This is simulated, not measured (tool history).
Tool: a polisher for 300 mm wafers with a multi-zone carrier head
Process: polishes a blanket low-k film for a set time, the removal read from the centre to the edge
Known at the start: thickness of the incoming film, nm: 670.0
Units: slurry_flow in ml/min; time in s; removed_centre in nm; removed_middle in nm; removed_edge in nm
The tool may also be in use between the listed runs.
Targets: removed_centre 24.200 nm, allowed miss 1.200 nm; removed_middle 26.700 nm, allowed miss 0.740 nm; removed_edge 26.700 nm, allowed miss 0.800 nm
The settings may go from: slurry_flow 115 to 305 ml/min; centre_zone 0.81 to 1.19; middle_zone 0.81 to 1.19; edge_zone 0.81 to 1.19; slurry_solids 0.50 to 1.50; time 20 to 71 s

run  hour  slurry_flow  centre_zone  middle_zone  edge_zone  slurry_solids  time  removed_centre  removed_middle  removed_edge
  1   0.0          195         1.00         1.00       1.00           1.00    45          21.172          20.931        20.837
  2   1.6          195         1.00         1.00       1.00           1.00    36          17.139          16.713        16.650
  3   7.9          170         1.00         1.00       1.00           1.00    36          16.657          16.506        16.564
  4  16.7          170         1.00         1.01       1.02           1.05    37          17.751          17.618        17.884
  5  20.9          170         1.00         1.03       1.04           1.10    37          18.216          18.510        18.434
  6  21.7          165         1.00         1.04       1.06           1.15    38          18.724          19.585        19.549
  7  24.5          165         1.00         1.05       1.07           1.20    38          18.734          20.052        19.941
  8  25.4          165         1.01         1.06       1.08           1.25    39          20.660          21.019        21.321
  9  27.6          170         1.01         1.07       1.09           1.30    39          20.837          21.905        21.706
 10  30.6          170         1.01         1.08       1.10           1.35    39          20.963          22.329        22.112
 11  35.9          170         1.01         1.08       1.11           1.35    40          21.474          22.935        22.706

5 next moves are on the table. One of them brings every result within its allowed miss. Which?
  A  41.2          120         1.12         0.81       1.17           1.45    42               ?               ?             ?
  B  41.2          115         0.93         0.81       1.19           1.10    50               ?               ?             ?
  C  41.2          185         0.98         1.08       1.13           1.30    47               ?               ?             ?
  D  41.2          160         0.83         1.17       1.15           1.45    41               ?               ?             ?
  E  41.2          130         0.89         1.10       0.97           1.30    52               ?               ?             ?

move  removed_centre  removed_middle  removed_edge
   A          23.924          18.356        24.394
   B          20.621          19.112        25.637
   C          23.649          26.202        26.416
   D          17.978          25.280        24.064
   E          22.704          28.313        26.325
A: further off than the last run
B: further off than the last run
C: meets every target
D: as far off as the last run
E: takes the result that was furthest off past its target
The right move is C.
